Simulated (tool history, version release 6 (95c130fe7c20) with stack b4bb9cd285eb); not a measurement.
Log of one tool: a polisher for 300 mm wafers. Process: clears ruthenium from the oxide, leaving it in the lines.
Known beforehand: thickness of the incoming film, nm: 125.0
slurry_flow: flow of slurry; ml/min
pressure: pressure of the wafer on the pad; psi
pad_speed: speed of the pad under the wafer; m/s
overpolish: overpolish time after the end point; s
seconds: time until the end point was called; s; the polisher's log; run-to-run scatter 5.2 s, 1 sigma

run 1 day=0 | slurry_flow=180 pressure=2 pad_speed=0.9 overpolish=27 | seconds=152.32
run 2 day=0.183 | slurry_flow=180 pressure=1.9 pad_speed=0.9 overpolish=27 | seconds=165.55
run 3 day=0.292 | slurry_flow=180 pressure=1.8 pad_speed=0.9 overpolish=27 | seconds=169.3
run 4 day=0.55 | slurry_flow=195 pressure=1.8 pad_speed=0.9 overpolish=27 | seconds=167.64
run 5 day=0.604 | slurry_flow=195 pressure=1.7 pad_speed=0.9 overpolish=27 | seconds=178.82
run 6 day=0.633 | slurry_flow=195 pressure=1.6 pad_speed=0.9 overpolish=27 | seconds=189.79

Predict the results of run 7:
run 7 day=0.771 | slurry_flow=195 pressure=1.5 pad_speed=0.9 overpolish=27 | seconds=?

{"run 7": {"seconds": 198.94}}

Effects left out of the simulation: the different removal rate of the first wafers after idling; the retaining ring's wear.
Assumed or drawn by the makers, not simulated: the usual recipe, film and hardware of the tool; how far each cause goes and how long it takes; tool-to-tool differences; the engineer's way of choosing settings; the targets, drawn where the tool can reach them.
